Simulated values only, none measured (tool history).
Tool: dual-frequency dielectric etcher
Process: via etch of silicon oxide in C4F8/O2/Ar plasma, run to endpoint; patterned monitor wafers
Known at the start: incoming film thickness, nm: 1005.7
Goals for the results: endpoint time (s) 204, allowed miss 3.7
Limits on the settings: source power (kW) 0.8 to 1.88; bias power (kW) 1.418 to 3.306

run	hour	source power (kW)	bias power (kW)	endpoint time (s)
1	0	1.34	2.362	227.09
2	4	1.34	1.948	236.43
3	8.4	1.42	1.948	232.47
4	15.2	1.42	2.214	225.45
5	22.7	1.49	2.243	218.91
6	23.8	1.49	2.502	214.57
7	27.6	1.53	2.516	209.79
8	34.5	1.55	2.522	209.14
9	41.2	1.57	2.528	210.67

Which one of the following 4 next-run settings gets every result inside its allowed miss? There is exactly one.
A	47.9	1.79	2.621	?
B	47.9	1.62	2.65	?
C	47.9	1.58	2.378	?
D	47.9	1.77	2.763	?

move	endpoint time (s)
A	193.96
B	202.44
C	209.75
D	192.63
A: carries the result that was furthest off beyond its target, to the other side
B: meets every target
C: gains on the last run, yet a result remains outside its allowed miss
D: carries the result that was furthest off beyond its target, to the other side
Move B is the one to make.
